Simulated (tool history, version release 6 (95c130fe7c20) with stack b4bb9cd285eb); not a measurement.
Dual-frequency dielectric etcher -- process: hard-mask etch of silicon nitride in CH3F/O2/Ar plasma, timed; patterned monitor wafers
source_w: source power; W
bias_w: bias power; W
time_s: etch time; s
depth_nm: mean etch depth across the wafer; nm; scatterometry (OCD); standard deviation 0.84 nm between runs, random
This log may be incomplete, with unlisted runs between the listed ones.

run  hour  source_w  bias_w  time_s  depth_nm
  1     0       550      97     253    211.43
  2     7       550      97     253    211.67
  3  13.1       550     113     253    220.49
  4  15.9       530     112     253    216.61
  5    19       530     112   263.5     228.9
  6  22.8       530     124   263.5    234.01
  7  23.7       530     124   263.5    232.24
  8  25.2       510     122     263    227.41
  9  33.3       400     105   261.5    202.03

Run 10 comes next. What will it give?
 10  36.8       390     105   261.5         ?

{"run 10": {"depth_nm": 202.95}}
